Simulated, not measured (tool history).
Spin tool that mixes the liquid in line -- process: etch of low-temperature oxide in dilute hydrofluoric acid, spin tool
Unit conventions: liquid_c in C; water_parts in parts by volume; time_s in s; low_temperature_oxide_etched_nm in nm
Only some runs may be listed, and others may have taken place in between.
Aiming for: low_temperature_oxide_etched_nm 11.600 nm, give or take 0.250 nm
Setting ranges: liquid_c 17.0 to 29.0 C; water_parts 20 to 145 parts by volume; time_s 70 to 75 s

| run | hour | liquid_c | water_parts | time_s | low_temperature_oxide_etched_nm |
|---|---|---|---|---|---|
| 1 | 0.0 | 21.0 | 80 | 70 | 12.739 |
| 2 | 8.6 | 21.0 | 80 | 75 | 13.713 |
| 3 | 12.7 | 21.0 | 60 | 75 | 18.531 |
| 4 | 18.3 | 20.5 | 60 | 75 | 18.328 |
| 5 | 25.0 | 20.0 | 65 | 75 | 16.415 |
| 6 | 32.1 | 20.0 | 65 | 70 | 15.389 |
| 7 | 33.4 | 19.5 | 65 | 70 | 15.028 |
| 8 | 37.9 | 17.0 | 80 | 70 | 10.773 |
| 9 | 45.0 | 18.0 | 80 | 70 | 11.248 |

Pick the move, out of 5, that brings all results within their allowed miss; only one does.
| A | 52.1 | 17.5 | 80 | 70 | ? |
| B | 52.1 | 18.5 | 80 | 70 | ? |
| C | 52.1 | 17.5 | 85 | 75 | ? |
| D | 52.1 | 17.0 | 80 | 70 | ? |
| E | 52.1 | 17.0 | 85 | 75 | ? |

| move | low_temperature_oxide_etched_nm |
|---|---|
| A | 11.038 |
| B | 11.515 |
| C | 11.070 |
| D | 10.805 |
| E | 10.838 |
A: the biggest miss grows against the last run
B: in spec on every target
C: the biggest miss grows against the last run
D: the biggest miss grows against the last run
E: the biggest miss grows against the last run
So the answer is move B, the one that meets all the targets.
